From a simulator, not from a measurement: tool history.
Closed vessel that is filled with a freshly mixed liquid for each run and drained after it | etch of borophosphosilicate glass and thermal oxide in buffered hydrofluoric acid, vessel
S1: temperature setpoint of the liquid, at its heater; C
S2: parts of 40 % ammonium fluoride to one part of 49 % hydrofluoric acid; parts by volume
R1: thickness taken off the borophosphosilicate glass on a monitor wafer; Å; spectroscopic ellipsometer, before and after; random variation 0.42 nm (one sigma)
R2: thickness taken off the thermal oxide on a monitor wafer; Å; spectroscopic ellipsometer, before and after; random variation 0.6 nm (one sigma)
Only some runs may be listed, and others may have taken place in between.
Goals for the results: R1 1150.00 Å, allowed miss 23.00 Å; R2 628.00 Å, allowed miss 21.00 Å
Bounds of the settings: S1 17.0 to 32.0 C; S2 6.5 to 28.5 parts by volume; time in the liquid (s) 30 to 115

{"run": 1, "hour": 0.0, "S1": 25.0, "S2": 17.5, "time in the liquid (s)": 60, "R1": 727.96, "R2": 397.6}
{"run": 2, "hour": 4.5, "S1": 26.0, "S2": 17.5, "time in the liquid (s)": 60, "R1": 766.44, "R2": 426.73}
{"run": 3, "hour": 10.0, "S1": 29.0, "S2": 17.5, "time in the liquid (s)": 60, "R1": 904.0, "R2": 493.79}
{"run": 4, "hour": 12.6, "S1": 29.0, "S2": 14.5, "time in the liquid (s)": 60, "R1": 1093.9, "R2": 598.23}
{"run": 5, "hour": 18.6, "S1": 27.5, "S2": 14.5, "time in the liquid (s)": 60, "R1": 1009.6, "R2": 551.72}
{"run": 6, "hour": 23.9, "S1": 28.0, "S2": 14.5, "time in the liquid (s)": 60, "R1": 1035.3, "R2": 553.78}
{"run": 7, "hour": 30.0, "S1": 29.0, "S2": 14.5, "time in the liquid (s)": 60, "R1": 1087.6, "R2": 594.32}
{"run": 8, "hour": 37.9, "S1": 29.5, "S2": 14.5, "time in the liquid (s)": 60, "R1": 1122.7, "R2": 615.07}

Which one of the following 5 next-run settings gets every result inside its allowed miss? There is exactly one.
{"run": "A", "hour": 45.8, "S1": 23.5, "S2": 7.0, "time in the liquid (s)": 40, "R1": "?", "R2": "?"}
{"run": "B", "hour": 45.8, "S1": 31.5, "S2": 19.5, "time in the liquid (s)": 70, "R1": "?", "R2": "?"}
{"run": "C", "hour": 45.8, "S1": 30.5, "S2": 11.0, "time in the liquid (s)": 45, "R1": "?", "R2": "?"}
{"run": "D", "hour": 45.8, "S1": 32.0, "S2": 28.5, "time in the liquid (s)": 90, "R1": "?", "R2": "?"}
{"run": "E", "hour": 45.8, "S1": 29.5, "S2": 16.0, "time in the liquid (s)": 65, "R1": "?", "R2": "?"}

move=A R1=1104.60 R2=597.90
move=B R1=1086.80 R2=594.88
move=C R1=1164.30 R2=635.59
move=D R1=1098.50 R2=601.86
move=E R1=1104.90 R2=603.90
A: further off than the last run
B: further off than the last run
C: every result lands within tolerance
D: further off than the last run
E: further off than the last run
The move that meets every target is C.

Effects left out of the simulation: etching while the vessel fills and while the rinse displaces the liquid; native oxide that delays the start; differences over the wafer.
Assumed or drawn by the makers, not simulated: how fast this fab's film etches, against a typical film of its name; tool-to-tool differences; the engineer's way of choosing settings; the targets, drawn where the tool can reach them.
